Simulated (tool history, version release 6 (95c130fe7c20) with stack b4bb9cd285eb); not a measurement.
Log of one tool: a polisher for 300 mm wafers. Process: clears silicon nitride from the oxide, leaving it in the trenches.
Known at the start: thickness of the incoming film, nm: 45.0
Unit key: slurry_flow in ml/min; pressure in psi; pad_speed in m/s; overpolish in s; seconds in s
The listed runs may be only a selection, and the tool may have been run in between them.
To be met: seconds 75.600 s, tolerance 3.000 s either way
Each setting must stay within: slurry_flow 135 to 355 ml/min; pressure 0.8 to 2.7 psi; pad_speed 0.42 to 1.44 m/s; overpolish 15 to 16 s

Run 1, hour 0.0: slurry_flow 225 ml/min, pressure 1.7 psi, pad_speed 0.92 m/s, overpolish 15 s. Result: seconds 90.675 s.
Run 2, hour 5.0: slurry_flow 225 ml/min, pressure 1.8 psi, pad_speed 0.92 m/s, overpolish 15 s. Result: seconds 86.769 s.
Run 3, hour 13.8: slurry_flow 225 ml/min, pressure 1.8 psi, pad_speed 0.74 m/s, overpolish 15 s. Result: seconds 107.120 s.
Run 4, hour 22.1: slurry_flow 225 ml/min, pressure 1.9 psi, pad_speed 0.74 m/s, overpolish 15 s. Result: seconds 102.810 s.
Run 5, hour 30.7: slurry_flow 205 ml/min, pressure 1.9 psi, pad_speed 0.74 m/s, overpolish 15 s. Result: seconds 103.540 s.
Run 6, hour 37.0: slurry_flow 205 ml/min, pressure 2.0 psi, pad_speed 0.74 m/s, overpolish 15 s. Result: seconds 101.010 s.
Run 7, hour 45.0: slurry_flow 215 ml/min, pressure 2.1 psi, pad_speed 0.74 m/s, overpolish 15 s. Result: seconds 96.608 s.
Run 8, hour 53.5: slurry_flow 215 ml/min, pressure 2.2 psi, pad_speed 0.74 m/s, overpolish 15 s. Result: seconds 95.947 s.

Exactly one of the 4 candidate moves below puts every result within its allowed miss. Which one?
Run A, hour 62.0: slurry_flow 210 ml/min, pressure 2.3 psi, pad_speed 0.50 m/s, overpolish 16 s. Result: seconds ?.
Run B, hour 62.0: slurry_flow 180 ml/min, pressure 2.2 psi, pad_speed 0.88 m/s, overpolish 15 s. Result: seconds ?.
Run C, hour 62.0: slurry_flow 190 ml/min, pressure 2.3 psi, pad_speed 0.80 m/s, overpolish 16 s. Result: seconds ?.
Run D, hour 62.0: slurry_flow 180 ml/min, pressure 2.3 psi, pad_speed 0.92 m/s, overpolish 15 s. Result: seconds ?.

move  seconds
   A  130.880
   B   80.435
   C   84.553
   D   74.398
A: lands further from the targets than the last run did
B: an improvement on the last run, though not all results are within tolerance
C: an improvement on the last run, though not all results are within tolerance
D: each result inside its tolerance
Move D is the one to make.

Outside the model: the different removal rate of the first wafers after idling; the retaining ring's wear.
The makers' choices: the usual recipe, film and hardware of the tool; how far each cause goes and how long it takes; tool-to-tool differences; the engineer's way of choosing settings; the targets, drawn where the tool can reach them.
